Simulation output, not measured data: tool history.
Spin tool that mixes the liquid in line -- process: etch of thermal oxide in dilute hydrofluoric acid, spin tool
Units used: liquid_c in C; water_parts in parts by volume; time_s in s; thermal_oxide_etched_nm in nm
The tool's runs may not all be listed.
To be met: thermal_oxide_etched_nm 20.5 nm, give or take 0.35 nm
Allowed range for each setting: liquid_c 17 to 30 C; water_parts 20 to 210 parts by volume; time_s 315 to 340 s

{"run": 1, "hour": 0.0, "liquid_c": 22, "water_parts": 115, "time_s": 315, "thermal_oxide_etched_nm": 10.276}
{"run": 2, "hour": 1.6, "liquid_c": 24.5, "water_parts": 100, "time_s": 315, "thermal_oxide_etched_nm": 13.264}
{"run": 3, "hour": 7.4, "liquid_c": 24.5, "water_parts": 100, "time_s": 340, "thermal_oxide_etched_nm": 14.3}
{"run": 4, "hour": 10.7, "liquid_c": 27.5, "water_parts": 100, "time_s": 340, "thermal_oxide_etched_nm": 16.044}
{"run": 5, "hour": 17.3, "liquid_c": 24.5, "water_parts": 100, "time_s": 340, "thermal_oxide_etched_nm": 14.224}
{"run": 6, "hour": 24.8, "liquid_c": 24.5, "water_parts": 100, "time_s": 340, "thermal_oxide_etched_nm": 14.388}
{"run": 7, "hour": 27.2, "liquid_c": 26.5, "water_parts": 95, "time_s": 340, "thermal_oxide_etched_nm": 16.487}
{"run": 8, "hour": 31.3, "liquid_c": 27.5, "water_parts": 90, "time_s": 340, "thermal_oxide_etched_nm": 18.196}
{"run": 9, "hour": 38.8, "liquid_c": 28.5, "water_parts": 90, "time_s": 340, "thermal_oxide_etched_nm": 18.845}

Which single option among these 4 for the next run brings every result within its allowed miss of target? Just one does.
{"run": "A", "hour": 46.3, "liquid_c": 28, "water_parts": 95, "time_s": 340, "thermal_oxide_etched_nm": "?"}
{"run": "B", "hour": 46.3, "liquid_c": 26, "water_parts": 80, "time_s": 340, "thermal_oxide_etched_nm": "?"}
{"run": "C", "hour": 46.3, "liquid_c": 30, "water_parts": 85, "time_s": 340, "thermal_oxide_etched_nm": "?"}
{"run": "D", "hour": 46.3, "liquid_c": 25.5, "water_parts": 75, "time_s": 340, "thermal_oxide_etched_nm": "?"}

move=A thermal_oxide_etched_nm=17.507
move=B thermal_oxide_etched_nm=19.624
move=C thermal_oxide_etched_nm=21.417
move=D thermal_oxide_etched_nm=20.657
A: further off than the last run
B: nearer than the last run, and not there yet
C: carries the result that was furthest off beyond its target, to the other side
D: every result lands within tolerance
The move that meets every target is D.
